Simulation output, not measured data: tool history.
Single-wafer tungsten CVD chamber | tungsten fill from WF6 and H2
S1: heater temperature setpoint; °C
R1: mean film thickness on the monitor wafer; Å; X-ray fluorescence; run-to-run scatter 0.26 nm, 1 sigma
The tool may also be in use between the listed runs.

Run 1, hour 0: S1 390 °C, chamber pressure (Torr) 43.7, deposition time (s) 27.3. Result: R1 767.22 Å.
Run 2, hour 4.9: S1 386 °C, chamber pressure (Torr) 43.1, deposition time (s) 27.3. Result: R1 701.39 Å.
Run 3, hour 8: S1 383 °C, chamber pressure (Torr) 42.9, deposition time (s) 27.3. Result: R1 659.98 Å.
Run 4, hour 9.7: S1 383 °C, chamber pressure (Torr) 49.3, deposition time (s) 27.3. Result: R1 704.56 Å.
Run 5, hour 15.4: S1 375 °C, chamber pressure (Torr) 49.3, deposition time (s) 27.3. Result: R1 597.66 Å.
Run 6, hour 20.3: S1 375 °C, chamber pressure (Torr) 49.3, deposition time (s) 25.9. Result: R1 569.94 Å.
Run 7, hour 24.9: S1 374 °C, chamber pressure (Torr) 49, deposition time (s) 25.9. Result: R1 552.48 Å.
Run 8, hour 30.6: S1 373 °C, chamber pressure (Torr) 49, deposition time (s) 25.9. Result: R1 541.46 Å.

Run 9 has not been measured yet. What should we expect?
Run 9, hour 39.5: S1 372 °C, chamber pressure (Torr) 48.9, deposition time (s) 25.9. Result: R1 ?.

Run 9 came out at R1 525.04 Å.
